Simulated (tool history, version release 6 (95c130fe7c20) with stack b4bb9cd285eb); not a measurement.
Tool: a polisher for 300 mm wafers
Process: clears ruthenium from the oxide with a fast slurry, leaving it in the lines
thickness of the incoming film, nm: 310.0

| run | hour | flow of slurry (ml/min) | pressure of the wafer on the pad (kPa) | speed of the pad under the wafer (cm/s) | abrasive content of the slurry | overpolish time after the end point (s) | time until the end point was called (s) | dishing of a wide line in a test structure (Å) |
|---|---|---|---|---|---|---|---|---|
| 1 | 0.0 | 180 | 23.4 | 96 | 1.0 | 28 | 54.271 | 966.21 |
| 2 | 3.2 | 180 | 23.4 | 96 | 1.2 | 28 | 47.275 | 1032.10 |
| 3 | 6.2 | 180 | 24.8 | 96 | 1.2 | 30 | 45.483 | 1107.00 |
| 4 | 10.5 | 180 | 26.2 | 96 | 1.2 | 32 | 42.889 | 1196.20 |
| 5 | 18.2 | 145 | 26.2 | 96 | 1.2 | 32 | 46.088 | 1145.10 |
| 6 | 25.6 | 160 | 26.9 | 96 | 1.2 | 33 | 44.032 | 1164.50 |

The next listed run, before its measurement:
| 7 | 30.5 | 170 | 26.9 | 96 | 1.2 | 35 | ? | ? |

{"run 7": {"time until the end point was called (s)": 43.867, "dishing of a wide line in a test structure (Å)": 1226.9}}
